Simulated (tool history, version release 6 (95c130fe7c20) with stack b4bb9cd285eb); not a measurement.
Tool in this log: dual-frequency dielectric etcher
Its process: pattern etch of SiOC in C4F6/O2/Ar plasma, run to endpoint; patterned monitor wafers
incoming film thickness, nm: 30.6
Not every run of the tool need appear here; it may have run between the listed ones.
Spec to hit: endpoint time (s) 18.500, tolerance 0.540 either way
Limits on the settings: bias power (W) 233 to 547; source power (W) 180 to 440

| run | hour | bias power (W) | source power (W) | endpoint time (s) |
|---|---|---|---|---|
| 1 | 0.0 | 390 | 310 | 13.903 |
| 2 | 6.3 | 350 | 280 | 15.334 |
| 3 | 15.3 | 380 | 280 | 14.953 |
| 4 | 23.6 | 429 | 280 | 14.148 |
| 5 | 27.2 | 389 | 260 | 15.366 |
| 6 | 34.3 | 389 | 310 | 13.932 |
| 7 | 36.3 | 355 | 290 | 14.945 |
| 8 | 41.8 | 329 | 270 | 15.993 |
| 9 | 50.0 | 309 | 260 | 16.661 |
| 10 | 52.6 | 293 | 250 | 17.448 |
| 11 | 55.7 | 283 | 250 | 17.888 |
| 12 | 62.1 | 277 | 250 | 17.784 |

Consider the 5 candidate settings below. Which is the only one whose results all fall within their allowed miss of target?
| A | 68.5 | 247 | 250 | ? |
| B | 68.5 | 245 | 230 | ? |
| C | 68.5 | 249 | 220 | ? |
| D | 68.5 | 265 | 220 | ? |
| E | 68.5 | 278 | 200 | ? |

| move | endpoint time (s) |
|---|---|
| A | 18.745 |
| B | 19.686 |
| C | 20.052 |
| D | 19.548 |
| E | 20.255 |
A: each result inside its tolerance
B: pushes the last run's worst result past its target
C: pushes the last run's worst result past its target
D: pushes the last run's worst result past its target
E: pushes the last run's worst result past its target
A meets every target.
